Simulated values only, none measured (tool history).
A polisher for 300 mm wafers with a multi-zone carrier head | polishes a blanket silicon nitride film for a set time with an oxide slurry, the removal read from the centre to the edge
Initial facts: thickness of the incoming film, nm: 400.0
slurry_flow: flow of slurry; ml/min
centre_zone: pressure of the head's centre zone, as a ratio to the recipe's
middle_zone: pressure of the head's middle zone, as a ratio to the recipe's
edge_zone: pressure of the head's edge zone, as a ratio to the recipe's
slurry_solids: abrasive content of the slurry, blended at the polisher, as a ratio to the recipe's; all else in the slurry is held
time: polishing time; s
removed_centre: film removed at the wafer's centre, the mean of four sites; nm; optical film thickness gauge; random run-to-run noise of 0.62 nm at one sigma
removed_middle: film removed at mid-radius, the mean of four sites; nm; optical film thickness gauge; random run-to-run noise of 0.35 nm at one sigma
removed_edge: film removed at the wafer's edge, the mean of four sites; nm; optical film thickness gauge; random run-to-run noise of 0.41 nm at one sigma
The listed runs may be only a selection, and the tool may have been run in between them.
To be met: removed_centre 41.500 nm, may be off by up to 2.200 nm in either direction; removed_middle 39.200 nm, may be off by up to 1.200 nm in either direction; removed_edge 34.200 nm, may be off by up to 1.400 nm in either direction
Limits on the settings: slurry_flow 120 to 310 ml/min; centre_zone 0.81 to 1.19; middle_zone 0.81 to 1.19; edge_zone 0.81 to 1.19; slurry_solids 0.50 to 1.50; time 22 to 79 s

| run | hour | slurry_flow | centre_zone | middle_zone | edge_zone | slurry_solids | time | removed_centre | removed_middle | removed_edge |
|---|---|---|---|---|---|---|---|---|---|---|
| 1 | 0.0 | 200 | 1.00 | 1.00 | 1.00 | 1.00 | 50 | 32.734 | 31.431 | 31.842 |
| 2 | 3.5 | 210 | 1.03 | 1.04 | 1.00 | 1.05 | 50 | 33.032 | 33.083 | 32.409 |
| 3 | 9.8 | 210 | 1.03 | 1.04 | 1.00 | 0.85 | 50 | 31.058 | 30.345 | 29.449 |
| 4 | 17.9 | 220 | 1.07 | 1.06 | 0.97 | 0.95 | 51 | 34.467 | 33.467 | 31.943 |
| 5 | 20.1 | 230 | 1.10 | 1.08 | 0.94 | 0.95 | 51 | 36.101 | 34.351 | 30.768 |
| 6 | 21.9 | 230 | 1.10 | 1.08 | 0.94 | 0.95 | 41 | 29.532 | 27.521 | 25.773 |
| 7 | 25.4 | 240 | 1.12 | 1.10 | 0.93 | 1.10 | 41 | 32.300 | 28.935 | 26.392 |
| 8 | 30.7 | 250 | 1.08 | 1.19 | 1.01 | 1.35 | 48 | 37.997 | 39.865 | 34.786 |
| 9 | 32.3 | 250 | 1.10 | 1.19 | 1.00 | 1.35 | 48 | 38.389 | 40.130 | 34.159 |

Pick the move, out of 5, that brings all results within their allowed miss; only one does.
| A | 33.9 | 220 | 1.02 | 1.19 | 1.09 | 1.50 | 47 | ? | ? | ? |
| B | 33.9 | 195 | 0.93 | 0.97 | 1.04 | 1.50 | 50 | ? | ? | ? |
| C | 33.9 | 245 | 1.14 | 1.15 | 0.95 | 1.35 | 49 | ? | ? | ? |
| D | 33.9 | 235 | 1.19 | 1.09 | 1.02 | 1.50 | 46 | ? | ? | ? |
| E | 33.9 | 285 | 1.18 | 1.19 | 0.87 | 1.20 | 51 | ? | ? | ? |

| move | removed_centre | removed_middle | removed_edge |
|---|---|---|---|
| A | 36.985 | 39.735 | 36.078 |
| B | 35.524 | 35.531 | 37.087 |
| C | 41.718 | 39.501 | 34.350 |
| D | 41.868 | 36.639 | 34.438 |
| E | 43.833 | 41.243 | 33.380 |
A: its largest miss is bigger than the last run's
B: its largest miss is bigger than the last run's
C: all results in spec
D: the worst result of the last run now meets its target, but another is out of spec
E: moves the result that the last run missed by most past its target, out the other side
Move C is the one to make.
